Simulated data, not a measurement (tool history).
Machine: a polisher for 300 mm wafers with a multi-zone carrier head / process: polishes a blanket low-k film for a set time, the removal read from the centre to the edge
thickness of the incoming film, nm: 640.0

| run | hour | flow of slurry (ml/min) | pressure of the head's centre zone | pressure of the head's middle zone | pressure of the head's edge zone | abrasive content of the slurry | polishing time (s) | film removed at the wafer's centre (Å) | film removed at mid-radius (Å) | film removed at the wafer's edge (Å) |
|---|---|---|---|---|---|---|---|---|---|---|
| 1 | 0.0 | 300 | 1.00 | 1.00 | 1.00 | 1.00 | 61 | 220.27 | 226.11 | 207.38 |
| 2 | 2.4 | 295 | 0.99 | 0.97 | 0.99 | 0.90 | 59 | 202.78 | 201.50 | 189.15 |
| 3 | 7.4 | 295 | 0.99 | 0.97 | 1.02 | 0.90 | 59 | 203.95 | 204.50 | 190.10 |
| 4 | 11.6 | 290 | 0.97 | 0.94 | 1.02 | 0.85 | 57 | 188.06 | 177.98 | 182.58 |
| 5 | 12.5 | 290 | 0.96 | 0.94 | 1.00 | 0.80 | 55 | 173.89 | 172.12 | 170.32 |
| 6 | 14.5 | 290 | 0.96 | 0.93 | 0.98 | 0.75 | 54 | 167.16 | 166.81 | 159.66 |
| 7 | 21.8 | 290 | 0.96 | 0.93 | 0.98 | 0.75 | 54 | 168.01 | 165.48 | 162.28 |
| 8 | 22.7 | 290 | 0.95 | 0.92 | 0.97 | 0.70 | 53 | 159.03 | 153.49 | 153.55 |
| 9 | 29.9 | 290 | 0.94 | 0.91 | 0.95 | 0.65 | 52 | 151.62 | 141.89 | 146.86 |
| 10 | 38.8 | 290 | 0.93 | 0.91 | 0.94 | 0.65 | 51 | 146.14 | 144.61 | 142.33 |
| 11 | 41.7 | 290 | 0.92 | 0.90 | 0.93 | 0.65 | 51 | 143.74 | 145.94 | 143.57 |

Run 12 has not been measured yet. What should we expect?
| 12 | 50.4 | 290 | 0.92 | 0.89 | 0.93 | 0.65 | 50 | ? | ? | ? |

Logged for run 12: film removed at the wafer's centre (Å) 140.97, film removed at mid-radius (Å) 142.27, film removed at the wafer's edge (Å) 138.79.
